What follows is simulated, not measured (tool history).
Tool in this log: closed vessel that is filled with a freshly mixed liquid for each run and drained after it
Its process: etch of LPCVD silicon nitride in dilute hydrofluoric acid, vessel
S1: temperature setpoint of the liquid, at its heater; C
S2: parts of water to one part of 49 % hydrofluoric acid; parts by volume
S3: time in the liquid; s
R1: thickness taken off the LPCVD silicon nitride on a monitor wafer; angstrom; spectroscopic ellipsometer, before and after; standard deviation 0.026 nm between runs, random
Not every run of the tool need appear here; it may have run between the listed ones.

{"run": 1, "day": 0.0, "S1": 26, "S2": 205, "S3": 680, "R1": 24.641}
{"run": 2, "day": 0.192, "S1": 26.5, "S2": 205, "S3": 680, "R1": 25.799}
{"run": 3, "day": 0.521, "S1": 27, "S2": 205, "S3": 680, "R1": 26.327}
{"run": 4, "day": 0.875, "S1": 27, "S2": 270, "S3": 680, "R1": 19.693}
{"run": 5, "day": 1.025, "S1": 27, "S2": 220, "S3": 680, "R1": 24.24}
{"run": 6, "day": 1.283, "S1": 28, "S2": 220, "S3": 680, "R1": 25.649}
{"run": 7, "day": 1.483, "S1": 28.5, "S2": 220, "S3": 680, "R1": 26.662}

Run 8 has not been measured yet. What should we expect?
{"run": 8, "day": 1.808, "S1": 29, "S2": 220, "S3": 680, "R1": "?"}

{"run 8": {"R1": 27.177}}
